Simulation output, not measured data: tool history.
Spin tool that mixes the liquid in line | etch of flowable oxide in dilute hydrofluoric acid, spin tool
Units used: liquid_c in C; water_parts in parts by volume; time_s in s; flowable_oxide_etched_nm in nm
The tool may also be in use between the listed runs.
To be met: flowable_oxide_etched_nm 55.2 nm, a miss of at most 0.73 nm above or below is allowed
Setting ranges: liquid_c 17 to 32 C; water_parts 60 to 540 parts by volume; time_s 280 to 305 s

{"run": 1, "day": 0.0, "liquid_c": 24, "water_parts": 300, "time_s": 280, "flowable_oxide_etched_nm": 33.265}
{"run": 2, "day": 0.342, "liquid_c": 24, "water_parts": 390, "time_s": 280, "flowable_oxide_etched_nm": 23.551}
{"run": 3, "day": 0.562, "liquid_c": 26, "water_parts": 390, "time_s": 280, "flowable_oxide_etched_nm": 25.261}
{"run": 4, "day": 0.879, "liquid_c": 23.5, "water_parts": 390, "time_s": 280, "flowable_oxide_etched_nm": 23.34}
{"run": 5, "day": 1.083, "liquid_c": 23.5, "water_parts": 390, "time_s": 280, "flowable_oxide_etched_nm": 23.298}
{"run": 6, "day": 1.175, "liquid_c": 22, "water_parts": 390, "time_s": 280, "flowable_oxide_etched_nm": 22.014}
{"run": 7, "day": 1.388, "liquid_c": 23, "water_parts": 375, "time_s": 280, "flowable_oxide_etched_nm": 23.894}
{"run": 8, "day": 1.7, "liquid_c": 24, "water_parts": 360, "time_s": 280, "flowable_oxide_etched_nm": 26.192}
{"run": 9, "day": 2.062, "liquid_c": 25, "water_parts": 345, "time_s": 280, "flowable_oxide_etched_nm": 28.785}
{"run": 10, "day": 2.125, "liquid_c": 26, "water_parts": 330, "time_s": 280, "flowable_oxide_etched_nm": 31.603}
{"run": 11, "day": 2.258, "liquid_c": 26.5, "water_parts": 320, "time_s": 280, "flowable_oxide_etched_nm": 33.017}
{"run": 12, "day": 2.383, "liquid_c": 27, "water_parts": 310, "time_s": 280, "flowable_oxide_etched_nm": 35.219}
{"run": 13, "day": 2.492, "liquid_c": 27.5, "water_parts": 300, "time_s": 280, "flowable_oxide_etched_nm": 37.441}
{"run": 14, "day": 2.833, "liquid_c": 28, "water_parts": 295, "time_s": 280, "flowable_oxide_etched_nm": 39.073}
{"day": 3.171, "done": "hydrofluoric acid flow meter replaced"}
{"run": 15, "day": 3.171, "liquid_c": 28.5, "water_parts": 290, "time_s": 280, "flowable_oxide_etched_nm": 36.978}

Below are 5 possible settings for the next run. Only one of them brings all results inside the allowed miss of their targets. Which is it?
{"run": "A", "day": 3.508, "liquid_c": 25, "water_parts": 210, "time_s": 305, "flowable_oxide_etched_nm": "?"}
{"run": "B", "day": 3.508, "liquid_c": 31, "water_parts": 240, "time_s": 290, "flowable_oxide_etched_nm": "?"}
{"run": "C", "day": 3.508, "liquid_c": 24, "water_parts": 205, "time_s": 305, "flowable_oxide_etched_nm": "?"}
{"run": "D", "day": 3.508, "liquid_c": 26.5, "water_parts": 220, "time_s": 305, "flowable_oxide_etched_nm": "?"}
{"run": "E", "day": 3.508, "liquid_c": 29, "water_parts": 230, "time_s": 305, "flowable_oxide_etched_nm": "?"}

move=A flowable_oxide_etched_nm=53.897
move=B flowable_oxide_etched_nm=53.369
move=C flowable_oxide_etched_nm=53.517
move=D flowable_oxide_etched_nm=53.699
move=E flowable_oxide_etched_nm=55.404
A: gains on the last run, yet a result remains outside its allowed miss
B: gains on the last run, yet a result remains outside its allowed miss
C: gains on the last run, yet a result remains outside its allowed miss
D: gains on the last run, yet a result remains outside its allowed miss
E: all results in spec
So the answer is move E, the one that meets all the targets.
